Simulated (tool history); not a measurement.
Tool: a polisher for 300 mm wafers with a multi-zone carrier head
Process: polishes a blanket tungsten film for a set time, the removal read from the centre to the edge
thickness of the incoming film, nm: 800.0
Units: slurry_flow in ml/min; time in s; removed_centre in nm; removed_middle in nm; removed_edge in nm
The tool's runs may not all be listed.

{"run": 1, "hour": 0.0, "slurry_flow": 300, "centre_zone": 1, "middle_zone": 1, "edge_zone": 1, "slurry_solids": 1, "time": 31, "removed_centre": 166.29, "removed_middle": 161.04, "removed_edge": 160.19}
{"run": 2, "hour": 2.3, "slurry_flow": 300, "centre_zone": 1.01, "middle_zone": 1.02, "edge_zone": 1.02, "slurry_solids": 1.1, "time": 32, "removed_centre": 175.42, "removed_middle": 174.4, "removed_edge": 168.84}
{"run": 3, "hour": 7.2, "slurry_flow": 300, "centre_zone": 1.02, "middle_zone": 1.02, "edge_zone": 1.03, "slurry_solids": 1.15, "time": 33, "removed_centre": 182.27, "removed_middle": 184.13, "removed_edge": 179.98}
{"run": 4, "hour": 8.8, "slurry_flow": 305, "centre_zone": 1.05, "middle_zone": 1.02, "edge_zone": 1.04, "slurry_solids": 1.2, "time": 34, "removed_centre": 196.66, "removed_middle": 189.75, "removed_edge": 187.18}
{"run": 5, "hour": 10.2, "slurry_flow": 235, "centre_zone": 1.05, "middle_zone": 1.02, "edge_zone": 1.04, "slurry_solids": 1.2, "time": 34, "removed_centre": 189.16, "removed_middle": 184.49, "removed_edge": 181.66}
{"run": 6, "hour": 13.0, "slurry_flow": 290, "centre_zone": 1.05, "middle_zone": 1.02, "edge_zone": 1.04, "slurry_solids": 1.2, "time": 34, "removed_centre": 198.9, "removed_middle": 189.93, "removed_edge": 186.46}
{"run": 7, "hour": 16.5, "slurry_flow": 300, "centre_zone": 1.06, "middle_zone": 1.03, "edge_zone": 1.06, "slurry_solids": 1.25, "time": 35, "removed_centre": 207.64, "removed_middle": 198.02, "removed_edge": 196.98}
{"run": 8, "hour": 21.6, "slurry_flow": 310, "centre_zone": 1.07, "middle_zone": 1.04, "edge_zone": 1.07, "slurry_solids": 1.3, "time": 36, "removed_centre": 215.04, "removed_middle": 206.78, "removed_edge": 210.22}
{"run": 9, "hour": 29.8, "slurry_flow": 315, "centre_zone": 1.09, "middle_zone": 1.06, "edge_zone": 1.07, "slurry_solids": 1.35, "time": 36, "removed_centre": 226.29, "removed_middle": 215.03, "removed_edge": 205.08}
{"run": 10, "hour": 37.0, "slurry_flow": 315, "centre_zone": 1.09, "middle_zone": 1.06, "edge_zone": 1.07, "slurry_solids": 1.35, "time": 36, "removed_centre": 226.12, "removed_middle": 211.46, "removed_edge": 206.04}

Forecast run 11:
{"run": 11, "hour": 42.9, "slurry_flow": 320, "centre_zone": 1.09, "middle_zone": 1.07, "edge_zone": 1.08, "slurry_solids": 1.35, "time": 37, "removed_centre": "?", "removed_middle": "?", "removed_edge": "?"}

removed_centre: 229.42 nm
removed_middle: 226.16 nm
removed_edge: 211.57 nm

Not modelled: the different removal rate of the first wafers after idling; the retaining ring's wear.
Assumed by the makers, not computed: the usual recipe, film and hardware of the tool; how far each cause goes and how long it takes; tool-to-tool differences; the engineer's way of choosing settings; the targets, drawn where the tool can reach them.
